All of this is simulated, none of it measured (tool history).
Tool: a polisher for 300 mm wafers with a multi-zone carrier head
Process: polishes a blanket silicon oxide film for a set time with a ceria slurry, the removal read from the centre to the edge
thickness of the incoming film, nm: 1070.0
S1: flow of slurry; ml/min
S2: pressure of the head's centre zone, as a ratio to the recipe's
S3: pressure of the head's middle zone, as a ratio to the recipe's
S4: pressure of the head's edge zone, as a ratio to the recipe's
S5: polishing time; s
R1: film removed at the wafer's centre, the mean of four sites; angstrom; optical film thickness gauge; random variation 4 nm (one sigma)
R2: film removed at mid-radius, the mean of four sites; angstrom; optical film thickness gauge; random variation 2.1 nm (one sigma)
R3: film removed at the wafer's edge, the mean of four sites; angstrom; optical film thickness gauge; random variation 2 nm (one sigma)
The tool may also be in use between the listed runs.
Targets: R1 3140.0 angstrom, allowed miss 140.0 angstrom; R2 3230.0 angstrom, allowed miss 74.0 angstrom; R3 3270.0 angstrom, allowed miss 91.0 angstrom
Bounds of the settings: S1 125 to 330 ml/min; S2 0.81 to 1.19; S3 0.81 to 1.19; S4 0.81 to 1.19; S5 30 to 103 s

run 1 day=0.000 | S1=210 S2=1.00 S3=1.00 S4=1.00 S5=66 | R1=3478.6 R2=3562.7 R3=3464.9
run 2 day=0.092 | S1=195 S2=0.99 S3=0.98 S4=0.99 S5=66 | R1=3356.8 R2=3537.4 R3=3446.2
run 3 day=0.329 | S1=245 S2=0.99 S3=0.98 S4=0.99 S5=66 | R1=3480.7 R2=3601.4 R3=3521.3
run 4 day=0.542 | S1=245 S2=0.99 S3=0.98 S4=1.05 S5=66 | R1=3550.1 R2=3579.3 R3=3644.0
run 5 day=0.833 | S1=230 S2=0.98 S3=0.96 S4=1.02 S5=65 | R1=3466.6 R2=3438.4 R3=3494.6
run 6 day=1.054 | S1=230 S2=0.98 S3=0.96 S4=0.97 S5=65 | R1=3453.7 R2=3425.4 R3=3395.2
run 7 day=1.417 | S1=215 S2=0.96 S3=0.95 S4=0.97 S5=65 | R1=3333.0 R2=3376.0 R3=3403.7
run 8 day=1.771 | S1=205 S2=0.95 S3=0.94 S4=0.96 S5=65 | R1=3265.8 R2=3352.2 R3=3334.5

Which of these 5 next moves meets every target?
run A day=2.125 | S1=315 S2=0.84 S3=0.96 S4=1.08 S5=63 | R1=? R2=? R3=?
run B day=2.125 | S1=210 S2=0.90 S3=0.90 S4=0.91 S5=65 | R1=? R2=? R3=?
run C day=2.125 | S1=180 S2=0.96 S3=1.00 S4=0.99 S5=63 | R1=? R2=? R3=?
run D day=2.125 | S1=200 S2=0.95 S3=0.97 S4=0.96 S5=68 | R1=? R2=? R3=?
run E day=2.125 | S1=130 S2=0.97 S3=0.94 S4=0.97 S5=71 | R1=? R2=? R3=?

move=A R1=2977.6 R2=3458.9 R3=3530.5
move=B R1=3157.1 R2=3255.7 R3=3262.4
move=C R1=3208.5 R2=3388.5 R3=3245.4
move=D R1=3469.9 R2=3606.1 R3=3482.7
move=E R1=3499.3 R2=3489.3 R3=3524.9
A: further off than the last run
B: meets every target
C: further off than the last run
D: further off than the last run
E: further off than the last run
Move B is the one to make.

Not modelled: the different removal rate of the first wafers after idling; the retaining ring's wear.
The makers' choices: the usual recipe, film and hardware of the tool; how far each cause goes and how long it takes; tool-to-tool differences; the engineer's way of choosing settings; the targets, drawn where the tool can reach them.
